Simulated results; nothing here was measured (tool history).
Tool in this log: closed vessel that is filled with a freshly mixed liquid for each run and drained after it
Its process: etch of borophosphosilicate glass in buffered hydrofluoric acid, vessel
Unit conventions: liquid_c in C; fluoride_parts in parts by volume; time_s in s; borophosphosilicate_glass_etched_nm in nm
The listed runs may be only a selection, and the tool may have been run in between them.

| run | hour | liquid_c | fluoride_parts | time_s | borophosphosilicate_glass_etched_nm |
|---|---|---|---|---|---|
| 1 | 0.0 | 23.0 | 11 | 90 | 262.89 |
| 2 | 2.3 | 23.0 | 11 | 95 | 274.25 |
| 3 | 3.0 | 21.0 | 11 | 95 | 249.07 |
| 4 | 5.4 | 22.0 | 11 | 95 | 260.42 |
| 5 | 8.0 | 22.0 | 8 | 95 | 347.21 |
| 6 | 10.9 | 24.0 | 8 | 95 | 388.40 |

Run 7 comes next. What will it give?
| 7 | 13.9 | 24.5 | 8 | 95 | ? |

For run 7 the tool returned borophosphosilicate_glass_etched_nm 395.31 nm.
